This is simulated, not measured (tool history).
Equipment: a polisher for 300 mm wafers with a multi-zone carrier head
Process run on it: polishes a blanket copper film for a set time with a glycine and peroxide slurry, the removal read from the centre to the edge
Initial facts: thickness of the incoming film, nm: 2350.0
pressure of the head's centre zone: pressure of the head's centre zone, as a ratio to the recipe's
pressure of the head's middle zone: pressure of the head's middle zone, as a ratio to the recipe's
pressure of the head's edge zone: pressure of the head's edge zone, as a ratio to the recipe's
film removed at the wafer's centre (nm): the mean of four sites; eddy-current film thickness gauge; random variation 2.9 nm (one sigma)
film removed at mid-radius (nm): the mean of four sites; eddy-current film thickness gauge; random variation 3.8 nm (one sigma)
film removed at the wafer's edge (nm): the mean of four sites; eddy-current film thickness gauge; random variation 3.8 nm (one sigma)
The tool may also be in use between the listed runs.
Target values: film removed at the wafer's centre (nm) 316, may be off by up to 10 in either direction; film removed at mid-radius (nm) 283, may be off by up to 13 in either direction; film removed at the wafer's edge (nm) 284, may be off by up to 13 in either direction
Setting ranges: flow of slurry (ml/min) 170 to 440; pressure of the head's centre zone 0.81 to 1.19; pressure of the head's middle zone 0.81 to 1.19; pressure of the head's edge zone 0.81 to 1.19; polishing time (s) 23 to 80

run,hour,flow of slurry (ml/min),pressure of the head's centre zone,pressure of the head's middle zone,pressure of the head's edge zone,polishing time (s),film removed at the wafer's centre (nm),film removed at mid-radius (nm),film removed at the wafer's edge (nm)
1,0,280,1,1,1,51,201.3,219.45,207.45
2,4.4,280,1,1,1,58,226.49,238.56,240.17
3,7.1,335,1,1,1,58,229.14,248.89,242.65
4,11.1,335,0.93,1,1,58,216.55,249.81,232.21
5,15.1,335,0.93,1,1,64,234.63,273.32,266.77
6,19.2,335,0.93,1,1,53,194.82,221.59,217.82
7,25,335,1.01,0.98,1,57,227.31,239.49,236.6
8,27.3,335,1.06,0.98,0.98,60,250.46,251.59,244.17
9,30.3,335,1.1,0.98,0.99,62,264.31,257.9,255.89

4 candidate next runs follow, results not yet known. Just one meets every target within its allowed miss. Identify it.
A,33.3,335,1.19,1.12,0.81,64,?,?,?
B,33.3,355,0.86,0.9,1.18,61,?,?,?
C,33.3,295,0.96,1.06,1.17,62,?,?,?
D,33.3,330,1.19,0.96,0.98,69,?,?,?

move,film removed at the wafer's centre (nm),film removed at mid-radius (nm),film removed at the wafer's edge (nm)
A,295.42,302.04,244.31
B,214.83,240.57,273.13
C,235.74,276.54,272.99
D,317.75,285.32,283.87
A: an improvement on the last run, though not all results are within tolerance
B: misses by more than the last run did
C: misses by more than the last run did
D: each result inside its tolerance
So the answer is move D, the one that meets all the targets.

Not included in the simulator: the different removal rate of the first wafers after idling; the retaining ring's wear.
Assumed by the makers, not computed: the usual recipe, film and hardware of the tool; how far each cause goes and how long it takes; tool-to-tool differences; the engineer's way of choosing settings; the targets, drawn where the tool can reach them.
